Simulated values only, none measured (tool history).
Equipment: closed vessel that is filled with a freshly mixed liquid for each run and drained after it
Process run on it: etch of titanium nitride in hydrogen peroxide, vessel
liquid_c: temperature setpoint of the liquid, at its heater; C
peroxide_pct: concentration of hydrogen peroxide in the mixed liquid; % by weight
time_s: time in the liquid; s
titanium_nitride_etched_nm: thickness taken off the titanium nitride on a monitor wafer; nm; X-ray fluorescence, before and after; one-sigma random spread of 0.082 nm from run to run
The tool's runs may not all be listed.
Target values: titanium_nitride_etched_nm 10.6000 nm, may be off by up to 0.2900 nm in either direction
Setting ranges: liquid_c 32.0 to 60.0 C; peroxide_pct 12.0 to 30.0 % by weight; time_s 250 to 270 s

run	hour	liquid_c	peroxide_pct	time_s	titanium_nitride_etched_nm
1	0.0	44.0	21.5	250	6.6502
2	2.7	44.0	21.5	250	6.5713
3	7.5	48.0	21.5	250	8.9655
4	16.1	48.0	18.0	250	8.7755
5	24.0	48.5	18.0	250	8.9487
6	29.1	49.0	18.0	250	9.2360
7	37.2	49.5	18.0	250	9.7728
8	44.6	50.0	18.0	250	9.8117

Pick the move, out of 5, that brings all results within their allowed miss; only one does.
A	52.0	47.5	20.0	250	?
B	52.0	47.5	15.5	270	?
C	52.0	49.5	19.5	270	?
D	52.0	52.0	12.0	270	?
E	52.0	49.0	17.5	250	?

move	titanium_nitride_etched_nm
A	8.4246
B	8.6188
C	10.4700
D	11.3120
E	9.1358
A: lands further from the targets than the last run did
B: lands further from the targets than the last run did
C: meets every target
D: pushes the last run's worst result past its target
E: lands further from the targets than the last run did
C is the move that brings every result within its allowed miss.
